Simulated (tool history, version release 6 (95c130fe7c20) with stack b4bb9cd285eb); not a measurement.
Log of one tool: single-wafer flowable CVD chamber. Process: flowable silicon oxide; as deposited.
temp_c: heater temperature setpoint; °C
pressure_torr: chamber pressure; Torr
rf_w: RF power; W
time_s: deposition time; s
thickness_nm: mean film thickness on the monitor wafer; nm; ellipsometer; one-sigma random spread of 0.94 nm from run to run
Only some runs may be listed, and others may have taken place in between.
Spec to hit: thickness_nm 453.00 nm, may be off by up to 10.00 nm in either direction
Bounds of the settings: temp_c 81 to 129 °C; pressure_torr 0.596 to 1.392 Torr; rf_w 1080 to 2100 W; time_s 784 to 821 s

run    day  temp_c  pressure_torr  rf_w  time_s  thickness_nm
  1  0.000     105          0.994  1590     821        524.71
  2  0.304     105          0.994  1590     821        524.92
  3  0.533      98          0.994  1590     821        684.56
  4  0.762     103          0.994  1590     821        564.18
  5  0.912     105          0.994  1590     821        522.86
  6  1.054     105          1.101  1590     821        578.04
  7  1.321     114          1.098  1590     821        416.56
  8  1.533     113          1.098  1590     821        430.69

Exercise: of the 5 proposed moves below, exactly one satisfies all targets within the stated allowed misses. Which move is it?
  A  1.746     116          1.306  1585     792             ?
  B  1.746     112          1.192  1580     784             ?
  C  1.746     111          1.053  1595     799             ?
  D  1.746     114          1.090  1580     821             ?
  E  1.746     112          1.051  1485     821             ?

move  thickness_nm
   A        436.79
   B        456.71
   C        432.45
   D        410.79
   E        417.22
A: nearer than the last run, and not there yet
B: every result lands within tolerance
C: nearer than the last run, and not there yet
D: misses by more than the last run did
E: misses by more than the last run did
Answer: B

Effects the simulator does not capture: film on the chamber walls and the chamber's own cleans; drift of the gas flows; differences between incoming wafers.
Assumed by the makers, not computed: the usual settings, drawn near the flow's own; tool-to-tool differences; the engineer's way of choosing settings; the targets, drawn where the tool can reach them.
